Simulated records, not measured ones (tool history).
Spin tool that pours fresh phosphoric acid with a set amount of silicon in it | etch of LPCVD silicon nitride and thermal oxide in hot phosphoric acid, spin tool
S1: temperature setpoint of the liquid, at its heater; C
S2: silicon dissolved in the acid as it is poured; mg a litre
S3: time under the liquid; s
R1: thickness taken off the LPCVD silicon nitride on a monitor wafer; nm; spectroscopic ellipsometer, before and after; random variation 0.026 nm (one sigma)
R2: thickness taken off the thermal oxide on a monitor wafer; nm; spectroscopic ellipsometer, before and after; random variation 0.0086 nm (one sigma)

run	hour	S1	S2	S3	R1	R2
1	0	161	9	180	15.901	0.40092
2	6.8	159.5	9	180	15.137	0.37212
3	10.6	159	9	165	13.649	0.32787
4	18.5	157.5	9	165	13.037	0.28997
5	24.3	157.5	12.5	165	13.065	0.26642
6	27.9	157.5	12	150	11.81	0.22419
# hour 35: dissolved silicon flow meter replaced
7	35	157.5	11	140	11.112	0.2219
8	37.5	157.5	10	130	10.186	0.22444

Run 9 comes next. What will it give?
9	41.7	157.5	10	125	?	?

{"run 9": {"R1": 9.8382, "R2": 0.20471}}

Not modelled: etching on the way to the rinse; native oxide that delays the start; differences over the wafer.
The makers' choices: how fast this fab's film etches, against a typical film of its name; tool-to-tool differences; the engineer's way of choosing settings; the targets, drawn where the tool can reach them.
